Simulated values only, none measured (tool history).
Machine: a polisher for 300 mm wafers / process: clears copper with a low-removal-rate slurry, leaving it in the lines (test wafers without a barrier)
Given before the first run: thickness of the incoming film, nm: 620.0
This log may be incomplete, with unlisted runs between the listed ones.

run	day	flow of slurry (ml/min)	pressure of the wafer on the pad (psi)	speed of the pad under the wafer (m/s)	abrasive content of the slurry	overpolish time after the end point (s)	time until the end point was called (s)	dishing of a wide line in a test structure (angstrom)
1	0	240	3.5	1.12	1	21	143.43	559.03
2	0.308	240	3.8	1.12	1	21	131.41	590.88
3	0.45	240	3.8	1.12	0.8	21	138.06	549.18
4	0.642	240	3	1.12	0.8	21	178.02	480.49
5	0.788	240	3	0.9	0.8	21	207.65	406.35
6	0.896	240	2.4	0.9	0.8	21	256.8	341.11
7	1.05	240	2.4	0.9	0.8	18	254.25	302.35
8	1.154	240	2.4	0.9	0.8	16	259.47	262.37

The next listed run, before its measurement:
9	1.212	240	2.4	0.9	0.8	15	?	?

time until the end point was called (s): 255.17
dishing of a wide line in a test structure (angstrom): 251.28
